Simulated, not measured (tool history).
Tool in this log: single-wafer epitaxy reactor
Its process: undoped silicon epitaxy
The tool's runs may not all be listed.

run,day,wafer temperature setpoint (pyrometer-controlled) (K),deposition time (s),mean film thickness on the monitor wafer (nm)
1,0.000,938.15,458,101.55
2,0.354,944.15,467,120.36
3,0.412,944.15,527,135.24
4,0.575,947.15,528,146.16
5,0.908,947.15,569,156.91
6,1.075,943.15,569,143.36
7,1.112,946.15,570,153.86
8,1.354,948.15,570,159.89
9,1.638,949.15,570,165.83
10,1.842,950.15,570,168.99

Estimate the outcome of run 11 from the log above:
11,1.896,951.15,570,?

{"run 11": {"mean film thickness on the monitor wafer (nm)": 172.76}}
